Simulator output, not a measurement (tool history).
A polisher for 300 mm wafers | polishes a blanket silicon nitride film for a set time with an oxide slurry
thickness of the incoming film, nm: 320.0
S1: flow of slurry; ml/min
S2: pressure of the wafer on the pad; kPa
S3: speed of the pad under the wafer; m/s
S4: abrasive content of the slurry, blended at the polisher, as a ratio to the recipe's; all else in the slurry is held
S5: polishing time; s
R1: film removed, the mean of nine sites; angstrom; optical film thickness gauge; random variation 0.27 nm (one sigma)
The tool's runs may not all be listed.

{"run": 1, "hour": 0.0, "S1": 305, "S2": 17.2, "S3": 1.1, "S4": 1, "S5": 39, "R1": 215.18}
{"run": 2, "hour": 4.6, "S1": 305, "S2": 17.2, "S3": 0.92, "S4": 1, "S5": 39, "R1": 189.1}
{"run": 3, "hour": 5.8, "S1": 305, "S2": 19.3, "S3": 0.92, "S4": 1, "S5": 39, "R1": 212.79}
{"run": 4, "hour": 9.4, "S1": 305, "S2": 20.7, "S3": 0.92, "S4": 1, "S5": 39, "R1": 228.53}
{"run": 5, "hour": 12.0, "S1": 305, "S2": 20.7, "S3": 1.04, "S4": 1, "S5": 39, "R1": 244.13}
{"run": 6, "hour": 16.3, "S1": 350, "S2": 20.7, "S3": 1.04, "S4": 1, "S5": 39, "R1": 247.94}
{"run": 7, "hour": 21.7, "S1": 350, "S2": 21.4, "S3": 1.04, "S4": 1, "S5": 39, "R1": 255.99}
{"run": 8, "hour": 24.6, "S1": 350, "S2": 22.1, "S3": 1.04, "S4": 1, "S5": 39, "R1": 265.95}
{"hour": 32.1, "done": "slurry nozzle cleaned"}
{"run": 9, "hour": 32.1, "S1": 350, "S2": 22.8, "S3": 1.04, "S4": 1, "S5": 39, "R1": 285.99}

For run 10, what comes out?
{"run": 10, "hour": 35.0, "S1": 350, "S2": 23.4, "S3": 1.04, "S4": 1, "S5": 39, "R1": "?"}

R1: 294.15 angstrom

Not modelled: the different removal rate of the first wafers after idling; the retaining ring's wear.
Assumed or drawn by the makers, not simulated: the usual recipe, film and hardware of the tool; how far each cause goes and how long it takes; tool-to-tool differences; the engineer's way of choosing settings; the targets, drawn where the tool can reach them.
